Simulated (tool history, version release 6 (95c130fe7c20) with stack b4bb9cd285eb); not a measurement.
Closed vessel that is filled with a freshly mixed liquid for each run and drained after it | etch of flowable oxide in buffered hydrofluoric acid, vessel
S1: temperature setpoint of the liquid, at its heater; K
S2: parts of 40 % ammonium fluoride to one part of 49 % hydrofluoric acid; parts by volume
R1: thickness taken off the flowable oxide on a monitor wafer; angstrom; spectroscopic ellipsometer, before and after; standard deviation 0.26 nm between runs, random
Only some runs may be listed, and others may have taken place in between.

{"run": 1, "hour": 0.0, "S1": 296.15, "S2": 20.5, "time in the liquid (s)": 30, "R1": 235.48}
{"run": 2, "hour": 1.0, "S1": 296.15, "S2": 16, "time in the liquid (s)": 30, "R1": 295.85}
{"run": 3, "hour": 7.9, "S1": 298.15, "S2": 15.5, "time in the liquid (s)": 30, "R1": 341.32}
{"run": 4, "hour": 12.2, "S1": 298.15, "S2": 15.5, "time in the liquid (s)": 30, "R1": 346.71}
{"run": 5, "hour": 16.6, "S1": 298.15, "S2": 15.5, "time in the liquid (s)": 30, "R1": 345.22}
{"run": 6, "hour": 21.6, "S1": 296.65, "S2": 15.5, "time in the liquid (s)": 30, "R1": 317.55}

Predict the results of run 7:
{"run": 7, "hour": 23.2, "S1": 298.15, "S2": 15, "time in the liquid (s)": 30, "R1": "?"}

{"run 7": {"R1": 353.35}}

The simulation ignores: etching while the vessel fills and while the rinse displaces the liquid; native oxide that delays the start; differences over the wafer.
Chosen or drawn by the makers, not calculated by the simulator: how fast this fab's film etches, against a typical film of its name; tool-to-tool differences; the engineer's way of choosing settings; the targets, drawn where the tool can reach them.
